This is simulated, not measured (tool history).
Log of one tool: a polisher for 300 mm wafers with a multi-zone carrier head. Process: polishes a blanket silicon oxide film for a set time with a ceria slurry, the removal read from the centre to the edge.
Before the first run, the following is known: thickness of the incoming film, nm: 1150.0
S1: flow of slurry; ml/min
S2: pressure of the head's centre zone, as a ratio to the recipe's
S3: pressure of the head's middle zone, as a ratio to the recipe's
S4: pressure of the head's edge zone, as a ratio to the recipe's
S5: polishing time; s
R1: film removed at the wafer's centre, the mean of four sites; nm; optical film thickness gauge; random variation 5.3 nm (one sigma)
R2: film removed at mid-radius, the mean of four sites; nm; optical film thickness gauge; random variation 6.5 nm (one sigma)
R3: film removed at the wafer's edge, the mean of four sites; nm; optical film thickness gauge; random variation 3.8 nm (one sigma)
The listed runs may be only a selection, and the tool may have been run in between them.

run 1 day=0.000 | S1=125 S2=1.00 S3=1.00 S4=1.00 S5=85 | R1=305.71 R2=295.47 R3=309.24
run 2 day=0.142 | S1=130 S2=1.00 S3=1.02 S4=1.00 S5=88 | R1=319.13 R2=321.44 R3=327.54
run 3 day=0.204 | S1=130 S2=1.00 S3=1.02 S4=0.92 S5=88 | R1=314.04 R2=315.62 R3=315.60
run 4 day=0.496 | S1=130 S2=1.00 S3=0.96 S4=0.92 S5=88 | R1=318.28 R2=303.79 R3=315.74
run 5 day=0.562 | S1=145 S2=1.00 S3=0.96 S4=0.92 S5=88 | R1=324.32 R2=310.17 R3=317.80
run 6 day=0.725 | S1=145 S2=1.00 S3=0.96 S4=0.92 S5=69 | R1=257.79 R2=242.13 R3=246.68
run 7 day=1.008 | S1=150 S2=1.00 S3=0.98 S4=0.92 S5=73 | R1=274.87 R2=265.92 R3=267.12

Run 8 has not been measured yet. What should we expect?
run 8 day=1.083 | S1=185 S2=1.07 S3=1.08 S4=0.94 S5=97 | R1=? R2=? R3=?

Run 8 produced R1 397.93 nm, R2 397.29 nm, R3 368.93 nm.

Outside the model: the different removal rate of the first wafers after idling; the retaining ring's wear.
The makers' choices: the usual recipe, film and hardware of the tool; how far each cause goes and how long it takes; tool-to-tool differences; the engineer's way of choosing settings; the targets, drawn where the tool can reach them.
